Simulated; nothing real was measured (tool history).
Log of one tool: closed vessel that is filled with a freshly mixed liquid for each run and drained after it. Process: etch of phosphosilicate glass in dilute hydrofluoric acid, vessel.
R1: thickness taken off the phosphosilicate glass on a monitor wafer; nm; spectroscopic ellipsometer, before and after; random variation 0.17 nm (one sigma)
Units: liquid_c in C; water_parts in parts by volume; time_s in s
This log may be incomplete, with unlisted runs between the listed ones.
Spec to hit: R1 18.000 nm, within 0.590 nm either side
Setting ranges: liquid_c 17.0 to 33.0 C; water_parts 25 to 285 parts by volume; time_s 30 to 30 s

Run 1, hour 0.0: liquid_c 25.0 C, water_parts 155 parts by volume, time_s 30 s. Result: R1 27.827 nm.
Run 2, hour 3.6: liquid_c 24.0 C, water_parts 160 parts by volume, time_s 30 s. Result: R1 25.917 nm.
Run 3, hour 7.7: liquid_c 24.0 C, water_parts 160 parts by volume, time_s 30 s. Result: R1 25.322 nm.
Run 4, hour 16.2: liquid_c 24.0 C, water_parts 160 parts by volume, time_s 30 s. Result: R1 25.673 nm.
Run 5, hour 17.6: liquid_c 24.0 C, water_parts 160 parts by volume, time_s 30 s. Result: R1 25.759 nm.
Run 6, hour 24.7: liquid_c 24.0 C, water_parts 160 parts by volume, time_s 30 s. Result: R1 25.783 nm.
Run 7, hour 25.4: liquid_c 23.0 C, water_parts 160 parts by volume, time_s 30 s. Result: R1 24.125 nm.
Run 8, hour 34.1: liquid_c 22.5 C, water_parts 160 parts by volume, time_s 30 s. Result: R1 24.298 nm.
Run 9, hour 42.2: liquid_c 22.0 C, water_parts 160 parts by volume, time_s 30 s. Result: R1 23.607 nm.
Run 10, hour 45.2: liquid_c 21.5 C, water_parts 160 parts by volume, time_s 30 s. Result: R1 23.226 nm.
Run 11, hour 48.2: liquid_c 21.0 C, water_parts 160 parts by volume, time_s 30 s. Result: R1 22.740 nm.
Run 12, hour 50.0: liquid_c 20.5 C, water_parts 160 parts by volume, time_s 30 s. Result: R1 22.076 nm.
Run 13, hour 52.5: liquid_c 20.0 C, water_parts 160 parts by volume, time_s 30 s. Result: R1 21.850 nm.
Run 14, hour 53.1: liquid_c 19.5 C, water_parts 160 parts by volume, time_s 30 s. Result: R1 21.430 nm.
Run 15, hour 59.4: liquid_c 19.0 C, water_parts 160 parts by volume, time_s 30 s. Result: R1 20.919 nm.
Run 16, hour 64.6: liquid_c 18.0 C, water_parts 165 parts by volume, time_s 30 s. Result: R1 19.335 nm.

Which of these 5 next moves meets every target?
Run A, hour 69.8: liquid_c 17.0 C, water_parts 180 parts by volume, time_s 30 s. Result: R1 ?.
Run B, hour 69.8: liquid_c 17.0 C, water_parts 160 parts by volume, time_s 30 s. Result: R1 ?.
Run C, hour 69.8: liquid_c 17.0 C, water_parts 170 parts by volume, time_s 30 s. Result: R1 ?.
Run D, hour 69.8: liquid_c 18.0 C, water_parts 155 parts by volume, time_s 30 s. Result: R1 ?.
Run E, hour 69.8: liquid_c 17.0 C, water_parts 145 parts by volume, time_s 30 s. Result: R1 ?.

move      R1
   A  16.831
   B  19.296
   C  17.989
   D  20.846
   E  21.603
A: carries the result that was furthest off beyond its target, to the other side
B: no nearer and no further than the last run
C: in spec on every target
D: misses by more than the last run did
E: misses by more than the last run did
So the answer is move C, the one that meets all the targets.
